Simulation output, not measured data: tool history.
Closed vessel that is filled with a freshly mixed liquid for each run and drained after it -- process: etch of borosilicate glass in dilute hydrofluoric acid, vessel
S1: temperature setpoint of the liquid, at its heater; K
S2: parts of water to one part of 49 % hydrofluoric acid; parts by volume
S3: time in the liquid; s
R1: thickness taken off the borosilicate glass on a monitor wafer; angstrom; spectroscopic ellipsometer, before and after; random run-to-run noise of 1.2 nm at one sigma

run	hour	S1	S2	S3	R1
1	0	296.15	185	475	737.57
2	1.3	298.15	165	475	908.91
3	3.5	299.65	155	475	1046.7
4	12.3	301.15	150	475	1149
5	16.2	302.15	145	475	1239.2
6	20	302.15	120	475	1550.3
7	25.1	301.65	120	475	1518.2

Run 8 comes next. What will it give?
8	32	301.15	120	475	?

Run 8 yielded R1 1515.8 angstrom.
